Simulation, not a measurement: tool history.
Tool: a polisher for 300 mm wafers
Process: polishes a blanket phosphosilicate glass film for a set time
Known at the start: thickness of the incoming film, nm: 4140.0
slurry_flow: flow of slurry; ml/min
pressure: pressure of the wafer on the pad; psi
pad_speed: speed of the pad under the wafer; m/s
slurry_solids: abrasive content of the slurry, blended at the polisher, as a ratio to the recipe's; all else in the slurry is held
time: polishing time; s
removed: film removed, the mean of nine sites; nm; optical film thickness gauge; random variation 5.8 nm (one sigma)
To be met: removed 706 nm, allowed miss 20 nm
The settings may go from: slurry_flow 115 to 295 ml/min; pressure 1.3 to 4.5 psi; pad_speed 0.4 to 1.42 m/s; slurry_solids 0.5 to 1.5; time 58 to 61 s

run  hour  slurry_flow  pressure  pad_speed  slurry_solids  time  removed
  1     0          190       2.9        0.9              1    58   483.13
  2   0.9          195       3.1        0.9              1    58   508.99
  3   1.6          195       3.1        0.9              1    61   538.08
  4   3.8          195       3.4        0.9              1    61   585.23
  5     5          195       3.5        0.9              1    61   605.74
  6   5.8          195       3.6        0.9              1    61   618.84
  7  14.1          195       3.7        0.9              1    61   634.86
  8  20.6          195       3.8        0.9              1    61   652.24

Which of these 5 next moves meets every target?
  A  27.1          240       4.2       0.74           1.25    61        ?
  B  27.1          195       3.9       0.78           1.05    58        ?
  C  27.1          165       3.4       1.02           0.95    58        ?
  D  27.1          180         4        0.8           0.95    61        ?
  E  27.1          200       4.1       0.84           0.95    59        ?

move  removed
   A    697.1
   B   582.49
   C   589.73
   D   605.16
   E   631.41
A: meets every target
B: further off than the last run
C: further off than the last run
D: further off than the last run
E: further off than the last run
Move A is the one to make.

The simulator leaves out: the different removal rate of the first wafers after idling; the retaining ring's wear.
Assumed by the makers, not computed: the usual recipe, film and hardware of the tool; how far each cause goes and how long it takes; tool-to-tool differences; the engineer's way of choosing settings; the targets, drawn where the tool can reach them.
